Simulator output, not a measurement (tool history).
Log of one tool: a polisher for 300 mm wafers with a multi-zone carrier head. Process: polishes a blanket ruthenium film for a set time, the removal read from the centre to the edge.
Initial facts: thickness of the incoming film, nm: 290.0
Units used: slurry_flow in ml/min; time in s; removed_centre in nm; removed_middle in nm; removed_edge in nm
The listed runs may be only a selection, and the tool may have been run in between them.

run,hour,slurry_flow,centre_zone,middle_zone,edge_zone,time,removed_centre,removed_middle,removed_edge
1,0.0,305,1.00,1.00,1.00,36,46.826,45.346,45.304
2,3.9,305,1.00,1.00,1.07,36,47.077,44.874,46.200
3,5.1,305,0.96,1.00,1.07,36,44.734,44.422,46.846
4,8.1,300,0.94,0.98,1.05,35,42.343,42.440,43.880
5,11.5,300,0.94,0.98,1.05,26,32.062,31.762,32.475
6,15.3,300,0.93,0.97,1.07,26,31.091,31.436,32.910
7,23.5,300,0.93,0.96,1.09,26,31.462,31.403,34.587
8,28.4,300,0.93,0.96,1.10,26,30.994,31.219,34.188
9,37.3,305,0.93,0.96,1.11,26,31.695,31.705,34.766
10,42.5,305,0.93,0.96,1.12,26,31.460,31.331,34.487
11,44.7,305,0.93,0.96,1.13,26,31.192,31.162,34.209
12,51.3,305,0.93,0.96,1.13,26,31.682,31.256,34.881
13,57.0,305,0.93,0.96,1.14,26,32.033,31.284,35.090
14,63.1,305,0.92,0.96,1.15,26,31.688,31.132,35.240
15,69.2,305,0.92,0.96,1.16,26,31.204,31.122,34.896
16,73.1,305,0.92,0.96,1.17,26,32.157,31.582,34.557

Run 17, settings as shown, results not yet in. Your forecast:
17,75.1,310,0.91,0.95,1.17,26,?,?,?

Run 17 produced removed_centre 31.071 nm, removed_middle 31.235 nm, removed_edge 34.096 nm.
